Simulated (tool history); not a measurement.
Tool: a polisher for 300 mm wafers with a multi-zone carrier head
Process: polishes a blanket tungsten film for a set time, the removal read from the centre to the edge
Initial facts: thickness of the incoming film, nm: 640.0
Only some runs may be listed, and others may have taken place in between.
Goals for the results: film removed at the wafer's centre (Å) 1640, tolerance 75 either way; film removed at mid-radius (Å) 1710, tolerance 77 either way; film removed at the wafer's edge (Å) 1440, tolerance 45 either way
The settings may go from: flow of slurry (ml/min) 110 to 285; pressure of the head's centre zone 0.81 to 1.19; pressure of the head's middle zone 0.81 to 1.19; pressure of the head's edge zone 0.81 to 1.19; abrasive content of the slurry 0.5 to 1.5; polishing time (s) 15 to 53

run,hour,flow of slurry (ml/min),pressure of the head's centre zone,pressure of the head's middle zone,pressure of the head's edge zone,abrasive content of the slurry,polishing time (s),film removed at the wafer's centre (Å),film removed at mid-radius (Å),film removed at the wafer's edge (Å)
1,0,180,1,1,1,1,34,2514.3,2576.5,2436.7
2,2.6,180,0.94,1,1,1,34,2309,2538.8,2433.5
3,10.1,180,0.94,1,1,1.1,34,2460,2628.4,2469.1
4,14.7,185,0.99,1.02,0.96,1,30,2199.7,2320.2,2105.6
5,21.6,185,0.99,1.02,0.96,1,37,2686.4,2815.9,2624.2
6,30.4,185,1.02,1.03,0.93,0.9,33,2474.9,2508.5,2254.6
7,30.9,185,1.02,1.04,0.91,0.8,30,2198.1,2266.6,1963.8
8,38.7,180,1.01,1.03,0.89,0.7,28,1928.7,2023.2,1748.6
9,39.7,175,1.01,1.03,0.87,0.65,27,1824.2,1810.1,1648.6
10,48.1,170,1.01,1.05,0.85,0.6,27,1749.6,1816.3,1617.1
11,54.3,175,1.02,1.06,0.84,0.55,26,1672.9,1725,1489.6
12,56.8,175,1.02,1.07,0.83,0.55,26,1681.3,1771.4,1508.2
13,60.6,175,1.02,1.07,0.82,0.55,26,1674.5,1793.7,1501.9
14,65.9,175,1.03,1.07,0.82,0.55,26,1662.7,1749.4,1479.2

4 candidate next runs follow, results not yet known. Just one meets every target within its allowed miss. Identify it.
A,71.2,220,1.02,1.07,0.83,0.5,25,?,?,?
B,71.2,150,1,1.03,0.81,0.5,28,?,?,?
C,71.2,160,0.98,1.15,0.91,0.55,26,?,?,?
D,71.2,145,1.06,0.95,0.86,0.6,26,?,?,?

move,film removed at the wafer's centre (Å),film removed at mid-radius (Å),film removed at the wafer's edge (Å)
A,1637,1719.6,1464.2
B,1666.8,1744.6,1554.2
C,1581.6,1851.6,1534.4
D,1709,1577.5,1530.8
A: meets every target
B: the biggest miss grows against the last run
C: the biggest miss grows against the last run
D: the biggest miss grows against the last run
A is the move that brings every result within its allowed miss.
